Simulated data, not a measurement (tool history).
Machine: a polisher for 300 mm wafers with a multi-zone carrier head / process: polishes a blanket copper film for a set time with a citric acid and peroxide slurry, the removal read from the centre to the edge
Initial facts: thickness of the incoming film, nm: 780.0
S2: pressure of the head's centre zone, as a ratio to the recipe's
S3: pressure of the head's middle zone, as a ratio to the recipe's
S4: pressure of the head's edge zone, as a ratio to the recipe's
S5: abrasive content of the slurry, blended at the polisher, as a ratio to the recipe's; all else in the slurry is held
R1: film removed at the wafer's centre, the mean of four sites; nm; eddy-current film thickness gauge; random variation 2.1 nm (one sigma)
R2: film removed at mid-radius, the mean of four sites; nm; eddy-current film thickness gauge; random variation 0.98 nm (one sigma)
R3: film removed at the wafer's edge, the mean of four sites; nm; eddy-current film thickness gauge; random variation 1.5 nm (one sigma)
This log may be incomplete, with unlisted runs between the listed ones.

run 1 hour=0 | flow_of_slurry_(ml/min)=220 S2=1 S3=1 S4=1 S5=1 polishing_time_(s)=65 | R1=126.28 R2=118.56 R3=118.98
run 2 hour=4.4 | flow_of_slurry_(ml/min)=225 S2=1.03 S3=0.98 S4=1.03 S5=1.1 polishing_time_(s)=67 | R1=134.82 R2=122.89 R3=127.16
run 3 hour=6 | flow_of_slurry_(ml/min)=225 S2=1.03 S3=0.98 S4=0.97 S5=1.1 polishing_time_(s)=67 | R1=134.13 R2=122.87 R3=125.61
run 4 hour=12.7 | flow_of_slurry_(ml/min)=225 S2=1.03 S3=1.02 S4=0.97 S5=1.1 polishing_time_(s)=67 | R1=135.55 R2=127.33 R3=123.3
run 5 hour=17.9 | flow_of_slurry_(ml/min)=225 S2=1.03 S3=1.02 S4=0.89 S5=1.1 polishing_time_(s)=67 | R1=132.81 R2=125.46 R3=120.52
run 6 hour=24.3 | flow_of_slurry_(ml/min)=225 S2=1.03 S3=1.02 S4=0.89 S5=1.1 polishing_time_(s)=74 | R1=149.46 R2=141.7 R3=132.15
run 7 hour=29.4 | flow_of_slurry_(ml/min)=235 S2=1.06 S3=0.99 S4=0.93 S5=1.2 polishing_time_(s)=74 | R1=155.82 R2=141.3 R3=139.22
run 8 hour=30.7 | flow_of_slurry_(ml/min)=245 S2=1.09 S3=0.97 S4=0.96 S5=1.25 polishing_time_(s)=75 | R1=165.14 R2=141.56 R3=144.61
run 9 hour=38.4 | flow_of_slurry_(ml/min)=250 S2=1.11 S3=0.96 S4=0.99 S5=1.3 polishing_time_(s)=76 | R1=169.16 R2=144.56 R3=147.2

What does the tool deliver on the next run?
run 10 hour=45.6 | flow_of_slurry_(ml/min)=200 S2=1.19 S3=0.86 S4=1.09 S5=1.4 polishing_time_(s)=88 | R1=? R2=? R3=?

R1: 209.81 nm
R2: 150.84 nm
R3: 177.6 nm
